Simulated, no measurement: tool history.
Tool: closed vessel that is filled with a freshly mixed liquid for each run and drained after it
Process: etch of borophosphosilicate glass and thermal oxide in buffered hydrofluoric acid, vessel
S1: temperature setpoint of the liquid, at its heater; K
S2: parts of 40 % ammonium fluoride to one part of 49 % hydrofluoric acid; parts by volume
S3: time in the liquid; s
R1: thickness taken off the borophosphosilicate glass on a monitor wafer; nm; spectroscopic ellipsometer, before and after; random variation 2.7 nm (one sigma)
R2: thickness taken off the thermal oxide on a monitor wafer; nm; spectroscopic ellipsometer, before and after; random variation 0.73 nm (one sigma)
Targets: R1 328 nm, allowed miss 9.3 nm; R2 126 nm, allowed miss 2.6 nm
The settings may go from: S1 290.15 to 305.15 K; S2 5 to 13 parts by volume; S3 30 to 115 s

| run | hour | S1 | S2 | S3 | R1 | R2 |
|---|---|---|---|---|---|---|
| 1 | 0 | 297.15 | 8 | 60 | 212.1 | 82.25 |
| 2 | 5.7 | 299.65 | 8 | 60 | 245.45 | 92.47 |
| 3 | 9.6 | 300.65 | 7.5 | 60 | 276.22 | 104.84 |
| 4 | 17.7 | 300.65 | 7.5 | 80 | 370.21 | 142.65 |
| 5 | 27 | 300.65 | 7.5 | 65 | 302.53 | 115.29 |
| 6 | 31 | 300.65 | 7.5 | 80 | 367.85 | 141.81 |
| 7 | 40 | 300.15 | 7.5 | 80 | 358.12 | 138.85 |
| 8 | 43.9 | 299.65 | 7.5 | 80 | 351.23 | 134.34 |
| 9 | 51.9 | 299.15 | 7.5 | 80 | 339.09 | 131.21 |

4 next moves are on the table. One of them brings every result within its allowed miss. Which?
| A | 59.9 | 297.15 | 6.5 | 75 | ? | ? |
| B | 59.9 | 298.65 | 7.5 | 85 | ? | ? |
| C | 59.9 | 296.15 | 7.5 | 85 | ? | ? |
| D | 59.9 | 298.65 | 8 | 90 | ? | ? |

| move | R1 | R2 |
|---|---|---|
| A | 336.64 | 126.09 |
| B | 359.06 | 134.92 |
| C | 313.97 | 117.78 |
| D | 354.28 | 133.23 |
A: meets every target
B: further off than the last run
C: takes the result that was furthest off past its target
D: further off than the last run
The right move is A.
